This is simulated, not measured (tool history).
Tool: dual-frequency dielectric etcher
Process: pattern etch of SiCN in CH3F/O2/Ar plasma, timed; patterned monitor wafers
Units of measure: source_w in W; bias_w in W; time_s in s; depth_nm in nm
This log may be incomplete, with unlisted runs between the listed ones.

run  hour  source_w  bias_w  time_s  depth_nm
  1     0       330      91    30.5    12.064
  2   8.5       340      92    30.5    12.291
  3   9.5       350      93    30.5    12.469
  4  13.4       350      93    30.5    12.537
  5  16.8       350      93    27.5    11.322
  6  25.6       350     109    27.5    12.079
  7  30.5       360     111    27.5    12.395

For run 8, what comes out?
  8  34.5       370     112    27.5         ?

{"run 8": {"depth_nm": 12.591}}
